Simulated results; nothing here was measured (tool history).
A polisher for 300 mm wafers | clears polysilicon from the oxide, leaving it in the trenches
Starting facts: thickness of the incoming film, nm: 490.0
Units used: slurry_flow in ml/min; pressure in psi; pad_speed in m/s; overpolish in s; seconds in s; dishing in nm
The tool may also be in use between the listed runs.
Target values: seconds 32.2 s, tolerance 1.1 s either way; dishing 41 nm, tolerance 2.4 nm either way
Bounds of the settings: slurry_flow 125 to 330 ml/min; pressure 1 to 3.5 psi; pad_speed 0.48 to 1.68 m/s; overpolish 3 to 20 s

run	day	slurry_flow	pressure	pad_speed	overpolish	seconds	dishing
1	0	210	2.2	1.08	10	46.839	37.622
2	0.054	215	2.5	1.08	10	40.234	39.047
3	0.238	170	2.5	1.08	10	41.238	39.739
4	0.325	170	2.8	1.08	10	37.215	39.107
5	0.517	170	2.8	0.82	10	44.795	39.22
6	0.667	175	3	0.82	10	42.205	39.179
# day 0.95: head pressure recalibrated
7	0.95	175	3.2	0.86	10	34.238	39.434
8	1.075	185	3.2	0.86	11	33.964	42.366
9	1.338	195	3.2	0.86	11	34.256	41.889

Consider the 5 candidate settings below. Which is the only one whose results all fall within their allowed miss of target?
A	1.6	195	3.2	0.78	16	?	?
B	1.6	245	3.3	0.88	6	?	?
C	1.6	185	3.4	0.96	14	?	?
D	1.6	135	3.1	1.02	10	?	?
E	1.6	205	3.5	0.9	10	?	?

move	seconds	dishing
A	36.227	41.722
B	31.964	36.341
C	30.096	41.809
D	32.651	40.469
E	30.212	40.848
A: lands further from the targets than the last run did
B: the furthest-off result lands on target, but another misses its tolerance
C: takes the result that was furthest off past its target
D: every result lands within tolerance
E: takes the result that was furthest off past its target
The right move is D.
